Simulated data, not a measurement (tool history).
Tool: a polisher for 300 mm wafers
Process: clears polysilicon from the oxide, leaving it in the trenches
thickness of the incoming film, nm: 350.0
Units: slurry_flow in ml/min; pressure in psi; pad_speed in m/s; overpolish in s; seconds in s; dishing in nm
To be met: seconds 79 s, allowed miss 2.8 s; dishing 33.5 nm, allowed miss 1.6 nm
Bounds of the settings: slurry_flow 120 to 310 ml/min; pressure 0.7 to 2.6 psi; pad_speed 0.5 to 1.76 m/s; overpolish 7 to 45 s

Run 1, hour 0: slurry_flow 200 ml/min, pressure 1.6 psi, pad_speed 1.12 m/s, overpolish 23 s. Result: seconds 34.833 s, dishing 40.691 nm.
Run 2, hour 2.2: slurry_flow 200 ml/min, pressure 1.4 psi, pad_speed 1.04 m/s, overpolish 19 s. Result: seconds 41.053 s, dishing 40.275 nm.
Run 3, hour 6: slurry_flow 200 ml/min, pressure 1 psi, pad_speed 1.04 m/s, overpolish 19 s. Result: seconds 56.559 s, dishing 39.015 nm.
Run 4, hour 7.5: slurry_flow 245 ml/min, pressure 1 psi, pad_speed 1.04 m/s, overpolish 19 s. Result: seconds 54.385 s, dishing 38.24 nm.
Run 5, hour 14.2: slurry_flow 245 ml/min, pressure 1 psi, pad_speed 1.04 m/s, overpolish 11 s. Result: seconds 56.226 s, dishing 33.124 nm.
Run 6, hour 19.4: slurry_flow 270 ml/min, pressure 1 psi, pad_speed 1.04 m/s, overpolish 11 s. Result: seconds 55.144 s, dishing 32.277 nm.
Run 7, hour 24.2: slurry_flow 260 ml/min, pressure 0.9 psi, pad_speed 1 m/s, overpolish 11 s. Result: seconds 63.367 s, dishing 31.092 nm.
Run 8, hour 32.7: slurry_flow 245 ml/min, pressure 0.8 psi, pad_speed 0.98 m/s, overpolish 12 s. Result: seconds 72.157 s, dishing 30.088 nm.

Which of these 4 next moves meets every target?
Run A, hour 41.2: slurry_flow 265 ml/min, pressure 0.8 psi, pad_speed 0.72 m/s, overpolish 11 s. Result: seconds ?, dishing ?.
Run B, hour 41.2: slurry_flow 230 ml/min, pressure 0.8 psi, pad_speed 0.82 m/s, overpolish 17 s. Result: seconds ?, dishing ?.
Run C, hour 41.2: slurry_flow 290 ml/min, pressure 0.8 psi, pad_speed 0.88 m/s, overpolish 12 s. Result: seconds ?, dishing ?.
Run D, hour 41.2: slurry_flow 185 ml/min, pressure 0.9 psi, pad_speed 0.84 m/s, overpolish 18 s. Result: seconds ?, dishing ?.

move  seconds  dishing
   A   81.956   26.957
   B    77.65   33.974
   C   73.364   29.929
   D   69.972   35.905
A: takes the result that was furthest off past its target
B: meets every target
C: nearer than the last run, and not there yet
D: further off than the last run
Move B is the one to make.
